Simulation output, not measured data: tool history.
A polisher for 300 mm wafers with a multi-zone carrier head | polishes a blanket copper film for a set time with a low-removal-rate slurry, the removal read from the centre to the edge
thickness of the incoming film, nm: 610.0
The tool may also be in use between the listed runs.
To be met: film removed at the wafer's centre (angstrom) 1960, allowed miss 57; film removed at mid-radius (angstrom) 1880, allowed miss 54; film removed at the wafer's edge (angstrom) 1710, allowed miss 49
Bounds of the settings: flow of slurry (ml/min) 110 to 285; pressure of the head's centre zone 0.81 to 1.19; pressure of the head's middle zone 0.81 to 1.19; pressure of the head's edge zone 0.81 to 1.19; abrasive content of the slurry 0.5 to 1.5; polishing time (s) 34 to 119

| run | hour | flow of slurry (ml/min) | pressure of the head's centre zone | pressure of the head's middle zone | pressure of the head's edge zone | abrasive content of the slurry | polishing time (s) | film removed at the wafer's centre (angstrom) | film removed at mid-radius (angstrom) | film removed at the wafer's edge (angstrom) |
|---|---|---|---|---|---|---|---|---|---|---|
| 1 | 0 | 180 | 1 | 1 | 1 | 1 | 76 | 1334.1 | 1312.5 | 1284.2 |
| 2 | 3.9 | 190 | 1.02 | 1.02 | 1.02 | 1.1 | 77 | 1442.7 | 1399.4 | 1368.1 |
| 3 | 10.7 | 190 | 1.06 | 1.02 | 1.02 | 1.1 | 77 | 1502.4 | 1420.4 | 1373.6 |
| 4 | 14.4 | 190 | 1.06 | 1.02 | 1.02 | 1.1 | 63 | 1210.6 | 1150.3 | 1124 |
| 5 | 21.6 | 200 | 1.08 | 1.04 | 1.04 | 1.15 | 65 | 1317.7 | 1234.9 | 1182.6 |
| 6 | 28.4 | 200 | 1.08 | 1 | 1.04 | 1.15 | 65 | 1297.8 | 1183.8 | 1193.5 |
| 7 | 37 | 205 | 1.09 | 1.02 | 1.06 | 1.2 | 67 | 1378.5 | 1272.8 | 1272.8 |
| 8 | 42.4 | 215 | 1.11 | 1.04 | 1.08 | 1.25 | 68 | 1458.6 | 1323.7 | 1322.4 |
| 9 | 48.6 | 220 | 1.12 | 1.06 | 1.09 | 1.3 | 70 | 1543.2 | 1420.6 | 1367.5 |
| 10 | 49.1 | 225 | 1.12 | 1.07 | 1.1 | 1.35 | 71 | 1573.3 | 1431.2 | 1406.2 |
| 11 | 51.6 | 230 | 1.12 | 1.09 | 1.11 | 1.35 | 73 | 1620.5 | 1540.5 | 1469.2 |
| 12 | 59 | 235 | 1.13 | 1.1 | 1.12 | 1.35 | 74 | 1667.8 | 1563.1 | 1475.8 |
| 13 | 65 | 250 | 1.14 | 1.16 | 1.16 | 1.5 | 84 | 1984.1 | 1881.8 | 1788 |
| 14 | 67.9 | 250 | 1.14 | 1.16 | 1.15 | 1.5 | 84 | 1992.1 | 1890.9 | 1755.7 |

Which of these 5 next moves meets every target?
| A | 70.8 | 260 | 1.13 | 1.07 | 1.19 | 1.5 | 85 | ? | ? | ? |
| B | 70.8 | 245 | 1.12 | 1.14 | 1.13 | 1.5 | 86 | ? | ? | ? |
| C | 70.8 | 240 | 1.08 | 1.13 | 1.15 | 1.35 | 89 | ? | ? | ? |
| D | 70.8 | 250 | 1.16 | 1.17 | 1.14 | 1.35 | 84 | ? | ? | ? |
| E | 70.8 | 255 | 1.1 | 1.13 | 1.19 | 1.5 | 85 | ? | ? | ? |

| move | film removed at the wafer's centre (angstrom) | film removed at mid-radius (angstrom) | film removed at the wafer's edge (angstrom) |
|---|---|---|---|
| A | 1978.9 | 1843.2 | 1815.6 |
| B | 1969.7 | 1944.2 | 1777.4 |
| C | 1908.2 | 1941.5 | 1804.3 |
| D | 1946.6 | 1891.1 | 1700.8 |
| E | 1921.9 | 1917.8 | 1811.3 |
A: further off than the last run
B: further off than the last run
C: further off than the last run
D: meets every target
E: further off than the last run
Move D is the one to make.

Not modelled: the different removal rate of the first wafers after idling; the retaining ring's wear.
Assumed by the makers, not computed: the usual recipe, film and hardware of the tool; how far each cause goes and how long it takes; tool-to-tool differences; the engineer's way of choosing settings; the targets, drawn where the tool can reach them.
